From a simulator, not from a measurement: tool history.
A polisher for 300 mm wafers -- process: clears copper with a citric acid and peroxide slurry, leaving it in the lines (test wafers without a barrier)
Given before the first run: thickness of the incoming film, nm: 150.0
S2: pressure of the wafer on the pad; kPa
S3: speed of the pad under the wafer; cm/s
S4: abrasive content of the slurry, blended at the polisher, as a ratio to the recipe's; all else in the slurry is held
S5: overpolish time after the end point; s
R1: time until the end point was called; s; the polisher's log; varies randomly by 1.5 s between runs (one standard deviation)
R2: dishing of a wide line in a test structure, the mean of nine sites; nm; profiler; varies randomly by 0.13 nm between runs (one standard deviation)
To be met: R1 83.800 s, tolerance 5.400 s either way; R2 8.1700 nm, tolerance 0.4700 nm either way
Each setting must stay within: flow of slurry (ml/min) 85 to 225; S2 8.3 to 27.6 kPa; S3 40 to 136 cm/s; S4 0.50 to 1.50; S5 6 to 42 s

run 1 hour=0.0 | flow_of_slurry_(ml/min)=145 S2=17.9 S3=88 S4=1.00 S5=21 | R1=103.800 R2=20.6120
run 2 hour=2.3 | flow_of_slurry_(ml/min)=145 S2=17.9 S3=88 S4=1.00 S5=30 | R1=106.640 R2=27.0340
run 3 hour=10.1 | flow_of_slurry_(ml/min)=145 S2=17.9 S3=78 S4=1.00 S5=30 | R1=120.040 R2=24.2760
run 4 hour=14.4 | flow_of_slurry_(ml/min)=145 S2=17.9 S3=78 S4=1.00 S5=27 | R1=119.210 R2=22.3640
run 5 hour=19.5 | flow_of_slurry_(ml/min)=150 S2=16.5 S3=82 S4=1.05 S5=22 | R1=113.300 R2=19.7660
run 6 hour=23.8 | flow_of_slurry_(ml/min)=170 S2=16.5 S3=82 S4=1.05 S5=22 | R1=115.420 R2=19.4040
run 7 hour=28.2 | flow_of_slurry_(ml/min)=180 S2=17.9 S3=78 S4=0.95 S5=18 | R1=115.050 R2=16.3720
run 8 hour=32.8 | flow_of_slurry_(ml/min)=190 S2=20.0 S3=72 S4=0.85 S5=15 | R1=120.620 R2=13.8320
run 9 hour=38.8 | flow_of_slurry_(ml/min)=200 S2=21.4 S3=70 S4=0.75 S5=13 | R1=119.270 R2=12.1210
run 10 hour=40.4 | flow_of_slurry_(ml/min)=205 S2=22.8 S3=70 S4=0.70 S5=11 | R1=112.650 R2=10.6600
run 11 hour=44.9 | flow_of_slurry_(ml/min)=190 S2=24.1 S3=72 S4=0.65 S5=10 | R1=111.500 R2=10.0410
-- hour=50.9 slurry blender recalibrated
run 12 hour=50.9 | flow_of_slurry_(ml/min)=165 S2=24.8 S3=80 S4=0.60 S5=9 | R1=100.380 R2=10.0760
run 13 hour=58.8 | flow_of_slurry_(ml/min)=145 S2=25.5 S3=82 S4=0.60 S5=8 | R1=95.042 R2=9.6466
run 14 hour=60.7 | flow_of_slurry_(ml/min)=130 S2=26.2 S3=84 S4=0.60 S5=8 | R1=94.042 R2=9.9201
run 15 hour=69.1 | flow_of_slurry_(ml/min)=120 S2=26.2 S3=86 S4=0.60 S5=8 | R1=94.705 R2=9.5977
run 16 hour=71.0 | flow_of_slurry_(ml/min)=110 S2=26.2 S3=88 S4=0.60 S5=8 | R1=95.155 R2=9.5712
run 17 hour=77.1 | flow_of_slurry_(ml/min)=105 S2=26.2 S3=90 S4=0.60 S5=8 | R1=89.649 R2=9.5055
run 18 hour=80.6 | flow_of_slurry_(ml/min)=100 S2=26.2 S3=92 S4=0.60 S5=8 | R1=94.053 R2=9.7569
run 19 hour=89.1 | flow_of_slurry_(ml/min)=95 S2=26.9 S3=94 S4=0.55 S5=7 | R1=91.475 R2=8.7379
run 20 hour=90.7 | flow_of_slurry_(ml/min)=95 S2=26.9 S3=98 S4=0.55 S5=7 | R1=86.498 R2=8.9471
run 21 hour=96.8 | flow_of_slurry_(ml/min)=95 S2=26.9 S3=100 S4=0.55 S5=7 | R1=86.237 R2=9.3351

Which one of the following 4 next-run settings gets every result inside its allowed miss? There is exactly one.
run A hour=102.9 | flow_of_slurry_(ml/min)=115 S2=22.1 S3=98 S4=0.50 S5=6 | R1=? R2=?
run B hour=102.9 | flow_of_slurry_(ml/min)=105 S2=27.6 S3=106 S4=0.60 S5=6 | R1=? R2=?
run C hour=102.9 | flow_of_slurry_(ml/min)=115 S2=26.2 S3=96 S4=0.60 S5=6 | R1=? R2=?
run D hour=102.9 | flow_of_slurry_(ml/min)=85 S2=27.6 S3=94 S4=0.50 S5=6 | R1=? R2=?

move=A R1=96.642 R2=7.0167
move=B R1=75.577 R2=8.8488
move=C R1=84.230 R2=7.9948
move=D R1=94.849 R2=7.1527
A: carries the result that was furthest off beyond its target, to the other side
B: an improvement on the last run, though not all results are within tolerance
C: hits every target within its allowed miss
D: carries the result that was furthest off beyond its target, to the other side
Move C is the one to make.

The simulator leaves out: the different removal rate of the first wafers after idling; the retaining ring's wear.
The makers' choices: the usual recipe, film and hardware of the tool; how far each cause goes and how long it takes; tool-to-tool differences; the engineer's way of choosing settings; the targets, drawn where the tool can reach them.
